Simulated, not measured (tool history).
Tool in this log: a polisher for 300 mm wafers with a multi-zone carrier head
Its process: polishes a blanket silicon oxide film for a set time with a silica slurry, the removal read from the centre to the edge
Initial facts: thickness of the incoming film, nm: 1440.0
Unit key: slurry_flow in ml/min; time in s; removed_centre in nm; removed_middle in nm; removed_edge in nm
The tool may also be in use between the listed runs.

run  hour  slurry_flow  centre_zone  middle_zone  edge_zone  slurry_solids  time  removed_centre  removed_middle  removed_edge
  1     0          315            1            1          1              1    40          109.82          112.35        111.93
  2   6.5          315         1.01         0.99       1.04            1.1    40          117.71          118.27        118.32
  3    12          315         1.01         0.99       1.04            1.2    40          120.66          120.89        122.19
  4  20.5          315         1.01         0.99       1.04            1.2    48          147.24          145.05        146.19
  5  22.2          315         1.01         0.99       1.11            1.2    48           143.4          146.47        151.98
  6  28.7          315         1.01         0.99       1.04            1.2    48          142.26          145.73        147.97
  7  35.5          315         1.01         0.99       1.04            1.2    48          144.08           144.5        149.04
  8  37.5          315         1.01         0.97       1.06            1.2    48          143.88          145.17        147.54

The next listed run, before its measurement:
  9  38.3          300         1.02         0.96       1.09            1.2    48               ?               ?             ?

removed_centre: 146.59 nm
removed_middle: 147.06 nm
removed_edge: 148.41 nm

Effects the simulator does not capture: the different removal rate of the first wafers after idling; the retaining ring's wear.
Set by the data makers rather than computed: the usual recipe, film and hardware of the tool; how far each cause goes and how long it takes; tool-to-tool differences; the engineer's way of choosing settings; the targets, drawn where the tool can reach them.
